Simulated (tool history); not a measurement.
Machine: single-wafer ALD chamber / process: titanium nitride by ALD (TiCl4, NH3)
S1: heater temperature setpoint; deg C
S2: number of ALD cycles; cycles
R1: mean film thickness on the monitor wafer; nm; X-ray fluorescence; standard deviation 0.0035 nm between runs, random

Run 1, hour 0: S1 375 deg C, S2 73 cycles, NH3 pulse time (s) 2.33. Result: R1 1.5478 nm.
Run 2, hour 6.2: S1 371 deg C, S2 72 cycles, NH3 pulse time (s) 2.04. Result: R1 1.4996 nm.
Run 3, hour 12.6: S1 369 deg C, S2 71 cycles, NH3 pulse time (s) 1.97. Result: R1 1.4757 nm.
Run 4, hour 21.1: S1 369 deg C, S2 71 cycles, NH3 pulse time (s) 2.38. Result: R1 1.4827 nm.
Run 5, hour 29.1: S1 367 deg C, S2 71 cycles, NH3 pulse time (s) 2.35. Result: R1 1.4744 nm.
Run 6, hour 31.2: S1 367 deg C, S2 71 cycles, NH3 pulse time (s) 2.9. Result: R1 1.4975 nm.
Run 7, hour 35.9: S1 364 deg C, S2 71 cycles, NH3 pulse time (s) 2.83. Result: R1 1.4898 nm.

What will run 8 give?
Run 8, hour 36.9: S1 362 deg C, S2 71 cycles, NH3 pulse time (s) 2.74. Result: R1 ?.

{"run 8": {"R1": 1.4786}}

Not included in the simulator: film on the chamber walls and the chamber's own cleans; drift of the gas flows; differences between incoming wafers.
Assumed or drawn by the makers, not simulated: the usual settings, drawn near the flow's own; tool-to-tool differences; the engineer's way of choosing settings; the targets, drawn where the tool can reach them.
